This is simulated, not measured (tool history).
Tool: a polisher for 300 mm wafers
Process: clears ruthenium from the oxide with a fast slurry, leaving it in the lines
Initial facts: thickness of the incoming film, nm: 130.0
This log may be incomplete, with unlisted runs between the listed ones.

| run | hour | flow of slurry (ml/min) | pressure of the wafer on the pad (kPa) | speed of the pad under the wafer (cm/s) | abrasive content of the slurry | overpolish time after the end point (s) | time until the end point was called (s) | dishing of a wide line in a test structure (nm) |
|---|---|---|---|---|---|---|---|---|
| 1 | 0.0 | 155 | 15.2 | 82 | 1.0 | 16 | 55.019 | 29.434 |
| 2 | 2.9 | 155 | 17.2 | 84 | 1.0 | 19 | 48.530 | 39.559 |
| 3 | 6.2 | 155 | 18.6 | 84 | 1.0 | 21 | 43.671 | 45.345 |
| 4 | 8.6 | 130 | 18.6 | 84 | 1.0 | 21 | 45.766 | 44.279 |
| 5 | 12.8 | 135 | 19.3 | 86 | 1.0 | 23 | 41.287 | 50.562 |
| 6 | 18.9 | 135 | 17.2 | 86 | 1.0 | 23 | 47.334 | 45.828 |

Forecast run 7:
| 7 | 24.6 | 140 | 18.6 | 86 | 1.0 | 24 | ? | ? |

{"run 7": {"time until the end point was called (s)": 43.443, "dishing of a wide line in a test structure (nm)": 50.042}}
